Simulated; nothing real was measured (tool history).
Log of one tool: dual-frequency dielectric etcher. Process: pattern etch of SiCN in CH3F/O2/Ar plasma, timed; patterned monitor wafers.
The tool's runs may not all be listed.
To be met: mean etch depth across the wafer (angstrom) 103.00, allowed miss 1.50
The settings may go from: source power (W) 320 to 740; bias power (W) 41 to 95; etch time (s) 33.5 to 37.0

run,day,source power (W),bias power (W),etch time (s),mean etch depth across the wafer (angstrom)
1,0.000,530,68,37.0,144.86
2,0.100,530,68,37.0,143.99
3,0.238,530,68,37.0,144.73
4,0.358,590,68,37.0,152.66
5,0.383,530,61,36.5,136.38
6,0.462,480,57,36.5,125.77
7,0.804,440,55,36.5,117.61
8,1.158,410,55,36.5,112.11
9,1.454,390,55,36.5,108.61
10,1.604,380,55,36.5,105.78

5 next moves are on the table. One of them brings every result within its allowed miss. Which?
A,1.754,400,49,37.0,?
B,1.754,390,57,35.0,?
C,1.754,370,68,34.0,?
D,1.754,380,51,36.5,?
E,1.754,420,53,34.5,?

move,mean etch depth across the wafer (angstrom)
A,107.24
B,105.45
C,105.58
D,103.50
E,106.46
A: further off than the last run
B: nearer than the last run, and not there yet
C: nearer than the last run, and not there yet
D: meets every target
E: further off than the last run
The right move is D.

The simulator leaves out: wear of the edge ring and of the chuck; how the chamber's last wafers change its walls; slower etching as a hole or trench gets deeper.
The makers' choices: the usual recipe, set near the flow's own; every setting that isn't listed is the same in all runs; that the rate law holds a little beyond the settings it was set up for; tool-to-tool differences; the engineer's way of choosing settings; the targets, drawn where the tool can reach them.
